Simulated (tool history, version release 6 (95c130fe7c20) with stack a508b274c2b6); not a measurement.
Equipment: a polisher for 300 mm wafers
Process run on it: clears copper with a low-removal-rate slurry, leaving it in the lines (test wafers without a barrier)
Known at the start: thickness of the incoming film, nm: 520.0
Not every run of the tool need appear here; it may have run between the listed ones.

| run | hour | flow of slurry (ml/min) | pressure of the wafer on the pad (psi) | speed of the pad under the wafer (m/s) | abrasive content of the slurry | overpolish time after the end point (s) | time until the end point was called (s) | dishing of a wide line in a test structure (angstrom) |
|---|---|---|---|---|---|---|---|---|
| 1 | 0.0 | 250 | 4.1 | 0.88 | 1.0 | 22 | 154.39 | 261.23 |
| 2 | 8.5 | 250 | 4.3 | 0.88 | 1.0 | 20 | 143.65 | 247.96 |
| 3 | 12.6 | 250 | 4.5 | 0.88 | 1.0 | 19 | 140.16 | 248.11 |
| 4 | 17.4 | 210 | 4.5 | 0.88 | 1.0 | 19 | 141.52 | 245.36 |
| 5 | 25.1 | 210 | 4.5 | 0.88 | 1.0 | 16 | 137.18 | 232.77 |
| 6 | 27.4 | 230 | 4.5 | 0.88 | 1.0 | 16 | 136.35 | 242.78 |

Run 7 has not been measured yet. What should we expect?
| 7 | 29.1 | 230 | 4.7 | 0.88 | 1.0 | 15 | ? | ? |

time until the end point was called (s): 132.91
dishing of a wide line in a test structure (angstrom): 233.44
